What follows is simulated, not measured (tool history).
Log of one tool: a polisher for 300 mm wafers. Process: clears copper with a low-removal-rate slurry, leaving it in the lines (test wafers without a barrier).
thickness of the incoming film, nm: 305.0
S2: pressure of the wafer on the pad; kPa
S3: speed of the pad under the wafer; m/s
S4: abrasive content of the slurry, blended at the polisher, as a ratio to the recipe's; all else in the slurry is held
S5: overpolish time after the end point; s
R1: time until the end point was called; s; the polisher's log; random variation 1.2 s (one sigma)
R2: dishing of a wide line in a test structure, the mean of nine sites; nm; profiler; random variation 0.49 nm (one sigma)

{"run": 1, "hour": 0.0, "flow of slurry (ml/min)": 145, "S2": 18.6, "S3": 1.42, "S4": 1.0, "S5": 19, "R1": 89.823, "R2": 39.883}
{"run": 2, "hour": 7.0, "flow of slurry (ml/min)": 145, "S2": 18.6, "S3": 1.48, "S4": 1.0, "S5": 17, "R1": 93.159, "R2": 39.251}
{"run": 3, "hour": 11.8, "flow of slurry (ml/min)": 160, "S2": 20.7, "S3": 1.32, "S4": 1.1, "S5": 15, "R1": 86.344, "R2": 35.307}
{"run": 4, "hour": 16.8, "flow of slurry (ml/min)": 170, "S2": 22.1, "S3": 1.2, "S4": 1.2, "S5": 13, "R1": 83.853, "R2": 33.367}
{"run": 5, "hour": 23.1, "flow of slurry (ml/min)": 170, "S2": 24.1, "S3": 1.2, "S4": 1.2, "S5": 13, "R1": 76.864, "R2": 34.293}
{"run": 6, "hour": 30.1, "flow of slurry (ml/min)": 180, "S2": 24.8, "S3": 1.12, "S4": 1.25, "S5": 12, "R1": 77.905, "R2": 31.976}
{"run": 7, "hour": 35.6, "flow of slurry (ml/min)": 190, "S2": 25.5, "S3": 1.06, "S4": 1.3, "S5": 11, "R1": 80.277, "R2": 31.537}
{"run": 8, "hour": 44.1, "flow of slurry (ml/min)": 170, "S2": 26.2, "S3": 1.08, "S4": 1.15, "S5": 10, "R1": 78.444, "R2": 28.878}
{"run": 9, "hour": 49.8, "flow of slurry (ml/min)": 155, "S2": 26.9, "S3": 1.14, "S4": 1.05, "S5": 9, "R1": 75.758, "R2": 25.939}
{"run": 10, "hour": 55.0, "flow of slurry (ml/min)": 155, "S2": 26.9, "S3": 1.14, "S4": 1.05, "S5": 9, "R1": 75.397, "R2": 26.506}
{"run": 11, "hour": 60.8, "flow of slurry (ml/min)": 140, "S2": 26.9, "S3": 1.18, "S4": 1.0, "S5": 8, "R1": 77.734, "R2": 24.482}

Forecast run 12:
{"hour": 64.5, "done": "worn pad replaced by a new one"}
{"run": 12, "hour": 64.5, "flow of slurry (ml/min)": 135, "S2": 26.9, "S3": 1.24, "S4": 0.9, "S5": 8, "R1": "?", "R2": "?"}

R1: 68.942 s
R2: 25.088 nm
